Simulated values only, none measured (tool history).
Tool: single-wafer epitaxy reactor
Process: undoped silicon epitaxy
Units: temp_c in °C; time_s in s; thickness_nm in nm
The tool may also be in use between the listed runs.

{"run": 1, "day": 0.0, "temp_c": 650, "time_s": 240, "thickness_nm": 40.564}
{"run": 2, "day": 0.204, "temp_c": 658, "time_s": 240, "thickness_nm": 49.864}
{"run": 3, "day": 0.554, "temp_c": 658, "time_s": 217, "thickness_nm": 44.874}
{"run": 4, "day": 0.733, "temp_c": 653, "time_s": 216, "thickness_nm": 39.81}
{"run": 5, "day": 0.933, "temp_c": 649, "time_s": 215, "thickness_nm": 36.05}
{"run": 6, "day": 1.254, "temp_c": 649, "time_s": 203, "thickness_nm": 33.636}

Run 7 comes next. What will it give?
{"run": 7, "day": 1.333, "temp_c": 648, "time_s": 203, "thickness_nm": "?"}

{"run 7": {"thickness_nm": 32.95}}
